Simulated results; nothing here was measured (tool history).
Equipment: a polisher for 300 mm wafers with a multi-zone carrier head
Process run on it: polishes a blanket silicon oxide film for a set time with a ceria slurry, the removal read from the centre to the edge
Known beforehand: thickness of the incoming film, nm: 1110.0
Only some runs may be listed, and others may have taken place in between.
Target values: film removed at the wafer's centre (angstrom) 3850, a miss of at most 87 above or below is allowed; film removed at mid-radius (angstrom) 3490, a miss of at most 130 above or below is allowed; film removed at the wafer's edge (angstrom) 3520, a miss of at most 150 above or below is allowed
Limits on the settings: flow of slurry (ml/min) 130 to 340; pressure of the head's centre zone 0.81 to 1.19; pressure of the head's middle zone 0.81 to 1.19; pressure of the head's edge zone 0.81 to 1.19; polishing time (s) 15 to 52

run	day	flow of slurry (ml/min)	pressure of the head's centre zone	pressure of the head's middle zone	pressure of the head's edge zone	polishing time (s)	film removed at the wafer's centre (angstrom)	film removed at mid-radius (angstrom)	film removed at the wafer's edge (angstrom)
1	0	220	1	1	1	33	2298.1	2305.6	2283.5
2	0.338	220	1	1	0.97	33	2282.6	2293.5	2268.2
3	0.492	225	1.01	1	0.99	34	2375.9	2372.4	2323.9
4	0.829	225	1.06	1	0.99	34	2483.3	2340.1	2302.1
5	1.079	225	1.06	1	1	35	2553.9	2457.9	2408.5
6	1.242	225	1.02	1	1	35	2473.4	2465.4	2440.5
7	1.292	225	1.02	1	1	35	2460.2	2496.7	2400.2
8	1.617	225	1.03	0.99	1.01	36	2566.6	2478.9	2492
9	1.679	225	1.04	0.99	1.02	37	2643.1	2573.9	2534.3
10	2.046	225	1.05	0.98	1.03	38	2733.3	2643.9	2664.1
11	2.171	285	1.15	1.06	1.13	45	3607.6	3411.2	3338.7
12	2.304	285	1.15	1.06	1.13	45	3604.6	3466.5	3329.1

Exercise: of the 4 proposed moves below, exactly one satisfies all targets within the stated allowed misses. Which move is it?
A	2.438	235	0.95	1.04	1.19	48	?	?	?
B	2.438	300	1	0.94	1.19	51	?	?	?
C	2.438	285	1.16	1.06	1.16	50	?	?	?
D	2.438	295	1.19	1.06	1.19	46	?	?	?

move	film removed at the wafer's centre (angstrom)	film removed at mid-radius (angstrom)	film removed at the wafer's edge (angstrom)
A	3220.5	3421.5	3494.4
B	3673.3	3434.6	3799.5
C	4031	3704.4	3654.7
D	3801.1	3419.9	3417
A: the biggest miss grows against the last run
B: closer than the last run, but not yet in spec
C: pushes the last run's worst result past its target
D: hits every target within its allowed miss
So the answer is move D, the one that meets all the targets.
